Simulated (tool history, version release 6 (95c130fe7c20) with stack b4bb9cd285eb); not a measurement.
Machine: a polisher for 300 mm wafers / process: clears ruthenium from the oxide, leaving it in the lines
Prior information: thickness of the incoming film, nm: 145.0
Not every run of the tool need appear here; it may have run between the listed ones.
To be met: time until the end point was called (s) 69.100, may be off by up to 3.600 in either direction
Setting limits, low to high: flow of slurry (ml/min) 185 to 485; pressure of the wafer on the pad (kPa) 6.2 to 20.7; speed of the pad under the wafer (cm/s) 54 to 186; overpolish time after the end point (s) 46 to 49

| run | hour | flow of slurry (ml/min) | pressure of the wafer on the pad (kPa) | speed of the pad under the wafer (cm/s) | overpolish time after the end point (s) | time until the end point was called (s) |
|---|---|---|---|---|---|---|
| 1 | 0.0 | 310 | 13.1 | 118 | 46 | 119.330 |
| 2 | 3.0 | 310 | 15.2 | 120 | 46 | 104.850 |
| 3 | 7.3 | 310 | 16.5 | 124 | 46 | 93.351 |
| 4 | 11.3 | 310 | 17.9 | 124 | 46 | 84.679 |
| 5 | 17.5 | 310 | 17.9 | 124 | 49 | 83.834 |
| 6 | 24.0 | 310 | 15.9 | 124 | 49 | 95.121 |
| 7 | 30.1 | 310 | 17.2 | 126 | 49 | 86.280 |
| 8 | 35.4 | 310 | 18.6 | 128 | 49 | 79.561 |
| 9 | 41.5 | 310 | 19.3 | 130 | 49 | 74.214 |

Next run, 4 choices. One meets every target within its allowed miss, the rest don't. Which?
| A | 47.6 | 355 | 17.2 | 142 | 49 | ? |
| B | 47.6 | 320 | 20.7 | 146 | 47 | ? |
| C | 47.6 | 395 | 19.3 | 136 | 49 | ? |
| D | 47.6 | 290 | 20.7 | 122 | 49 | ? |

| move | time until the end point was called (s) |
|---|---|
| A | 75.123 |
| B | 61.705 |
| C | 69.563 |
| D | 74.183 |
A: further off than the last run
B: takes the biggest miss from the last run beyond its target
C: meets every target
D: about as far from the targets as the last run
Answer: C
